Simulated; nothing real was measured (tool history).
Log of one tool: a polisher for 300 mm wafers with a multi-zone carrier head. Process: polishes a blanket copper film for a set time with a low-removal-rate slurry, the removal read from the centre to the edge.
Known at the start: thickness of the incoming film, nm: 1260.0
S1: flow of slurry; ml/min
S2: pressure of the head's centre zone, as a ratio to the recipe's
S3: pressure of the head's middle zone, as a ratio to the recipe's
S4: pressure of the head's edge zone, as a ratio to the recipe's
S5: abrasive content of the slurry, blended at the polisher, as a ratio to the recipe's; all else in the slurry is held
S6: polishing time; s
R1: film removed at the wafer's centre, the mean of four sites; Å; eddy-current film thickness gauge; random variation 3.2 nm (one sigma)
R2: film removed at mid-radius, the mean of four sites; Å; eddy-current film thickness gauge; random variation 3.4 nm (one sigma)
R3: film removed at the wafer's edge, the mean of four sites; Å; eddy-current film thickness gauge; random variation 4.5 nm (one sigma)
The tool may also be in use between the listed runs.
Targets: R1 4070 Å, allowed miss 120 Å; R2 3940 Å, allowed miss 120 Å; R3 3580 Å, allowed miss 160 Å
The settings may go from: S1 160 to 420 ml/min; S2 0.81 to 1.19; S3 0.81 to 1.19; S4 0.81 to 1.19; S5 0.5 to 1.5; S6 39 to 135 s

run	day	S1	S2	S3	S4	S5	S6	R1	R2	R3
1	0	270	1	1	1	1	87	3188.2	3098.7	3065.7
2	0.367	280	1.02	1.03	1.02	1.05	87	3236	3235.5	3156.5
3	0.558	285	1.05	1.05	1.02	1.1	88	3446.4	3344.5	3135
4	0.858	290	1.06	1.06	1.04	1.15	89	3535.7	3426.2	3222.3
5	0.975	255	1.06	1.06	1.04	1.15	89	3485.1	3364.1	3157.7
6	1.271	255	1.06	1.06	1.07	1.15	89	3464	3347.6	3236.8
7	1.554	270	1.07	1.07	1.08	1.2	89	3494.3	3409	3402.5
8	1.925	280	1.17	1.17	1	1.3	92	4108.1	3792.6	3388.4
9	2.154	285	1.17	1.17	1.01	1.3	92	4155.4	3840.5	3361.1
10	2.346	285	1.16	1.17	1.02	1.3	92	4059.9	3826.8	3380.3

Which of these 4 next moves meets every target?
A	2.538	310	1.15	1.1	1.07	1.25	93	?	?	?
B	2.538	285	1.19	1.18	0.86	1.25	90	?	?	?
C	2.538	350	1.12	1.19	0.86	1.25	93	?	?	?
D	2.538	335	1.15	1.18	1.1	1.3	91	?	?	?

move	R1	R2	R3
A	4120.2	3702	3470.9
B	4088.3	3737.3	3005.6
C	4065	3967.1	3154.1
D	4095.9	3868	3485.1
A: brings the result that was furthest off to its target, and leaves another outside
B: further off than the last run
C: further off than the last run
D: meets every target
Answer: D
